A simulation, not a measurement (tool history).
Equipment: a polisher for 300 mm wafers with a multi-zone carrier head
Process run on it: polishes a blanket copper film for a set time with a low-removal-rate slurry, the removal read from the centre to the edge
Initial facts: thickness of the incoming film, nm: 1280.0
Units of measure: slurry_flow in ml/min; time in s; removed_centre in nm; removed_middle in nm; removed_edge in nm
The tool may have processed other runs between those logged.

Run 1, hour 0: slurry_flow 150 ml/min, centre_zone 1, middle_zone 1, edge_zone 1, slurry_solids 1, time 68 s. Result: removed_centre 247.08 nm, removed_middle 243.74 nm, removed_edge 236.35 nm.
Run 2, hour 4.3: slurry_flow 155 ml/min, centre_zone 1, middle_zone 1.03, edge_zone 1.02, slurry_solids 1.1, time 69 s. Result: removed_centre 258.28 nm, removed_middle 260.31 nm, removed_edge 254.08 nm.
Run 3, hour 5.1: slurry_flow 165 ml/min, centre_zone 1, middle_zone 1.06, edge_zone 1.02, slurry_solids 1.15, time 69 s. Result: removed_centre 259.58 nm, removed_middle 273.8 nm, removed_edge 260.66 nm.
Run 4, hour 8.9: slurry_flow 185 ml/min, centre_zone 1, middle_zone 1.06, edge_zone 1.02, slurry_solids 1.15, time 69 s. Result: removed_centre 268.67 nm, removed_middle 276.12 nm, removed_edge 258.69 nm.
Run 5, hour 16.6: slurry_flow 185 ml/min, centre_zone 0.91, middle_zone 1.06, edge_zone 1.02, slurry_solids 1.15, time 69 s. Result: removed_centre 247.71 nm, removed_middle 273.6 nm, removed_edge 262.03 nm.
Run 6, hour 21.2: slurry_flow 165 ml/min, centre_zone 0.91, middle_zone 1.06, edge_zone 1.02, slurry_solids 1.15, time 69 s. Result: removed_centre 236.8 nm, removed_middle 272.1 nm, removed_edge 255.32 nm.
Run 7, hour 23.6: slurry_flow 170 ml/min, centre_zone 0.93, middle_zone 1.08, edge_zone 1.02, slurry_solids 1.2, time 70 s. Result: removed_centre 250.93 nm, removed_middle 283.73 nm, removed_edge 262.02 nm.
Run 8, hour 31.8: slurry_flow 175 ml/min, centre_zone 0.94, middle_zone 1.1, edge_zone 1.03, slurry_solids 1.25, time 70 s. Result: removed_centre 263.07 nm, removed_middle 291.1 nm, removed_edge 264.73 nm.
Run 9, hour 33.6: slurry_flow 200 ml/min, centre_zone 0.88, middle_zone 1.18, edge_zone 1.12, slurry_solids 1.5, time 74 s. Result: removed_centre 272.56 nm, removed_middle 342.11 nm, removed_edge 307.96 nm.

Estimate the outcome of run 10 from the log above:
Run 10, hour 41.1: slurry_flow 200 ml/min, centre_zone 0.89, middle_zone 1.18, edge_zone 1.11, slurry_solids 1.5, time 74 s. Result: removed_centre ?, removed_middle ?, removed_edge ?.

removed_centre: 269.36 nm
removed_middle: 342.64 nm
removed_edge: 310.18 nm

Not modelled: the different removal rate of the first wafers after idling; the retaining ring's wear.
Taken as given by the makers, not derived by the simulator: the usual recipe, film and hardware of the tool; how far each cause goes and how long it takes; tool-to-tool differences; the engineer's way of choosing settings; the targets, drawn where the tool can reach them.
